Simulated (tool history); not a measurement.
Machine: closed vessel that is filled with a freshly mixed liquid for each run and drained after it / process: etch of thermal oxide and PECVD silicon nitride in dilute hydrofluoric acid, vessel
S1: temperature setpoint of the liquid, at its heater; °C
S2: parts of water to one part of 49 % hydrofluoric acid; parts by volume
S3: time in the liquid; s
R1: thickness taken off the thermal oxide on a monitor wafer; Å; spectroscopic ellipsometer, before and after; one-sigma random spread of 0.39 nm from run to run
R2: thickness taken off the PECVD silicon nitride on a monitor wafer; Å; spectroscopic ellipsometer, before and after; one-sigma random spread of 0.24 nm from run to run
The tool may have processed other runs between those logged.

run 1 hour=0.0 | S1=21.0 S2=155 S3=1010 | R1=247.59 R2=310.54
run 2 hour=5.9 | S1=21.0 S2=155 S3=735 | R1=180.15 R2=226.69
run 3 hour=11.6 | S1=23.5 S2=155 S3=735 | R1=198.10 R2=267.14
run 4 hour=13.5 | S1=24.5 S2=140 S3=730 | R1=231.64 R2=314.31
run 5 hour=16.7 | S1=25.5 S2=130 S3=725 | R1=262.97 R2=357.32
run 6 hour=23.9 | S1=22.5 S2=130 S3=725 | R1=233.95 R2=294.15
run 7 hour=27.2 | S1=24.0 S2=120 S3=725 | R1=271.00 R2=352.06
run 8 hour=29.6 | S1=25.0 S2=115 S3=720 | R1=293.36 R2=388.36
run 9 hour=34.8 | S1=25.5 S2=110 S3=715 | R1=314.02 R2=418.45
run 10 hour=42.4 | S1=26.0 S2=105 S3=710 | R1=326.68 R2=447.73
run 11 hour=48.7 | S1=26.5 S2=100 S3=705 | R1=353.22 R2=479.60
run 12 hour=56.0 | S1=27.0 S2=100 S3=700 | R1=360.47 R2=492.27
run 13 hour=58.5 | S1=27.5 S2=100 S3=700 | R1=361.91 R2=507.49
run 14 hour=64.0 | S1=27.5 S2=100 S3=695 | R1=364.49 R2=505.96
run 15 hour=65.5 | S1=27.5 S2=100 S3=690 | R1=359.69 R2=499.65
run 16 hour=71.2 | S1=27.5 S2=100 S3=685 | R1=360.76 R2=496.44

Predict the results of run 17:
run 17 hour=79.6 | S1=28.0 S2=100 S3=685 | R1=? R2=?

R1: 359.79 Å
R2: 513.18 Å
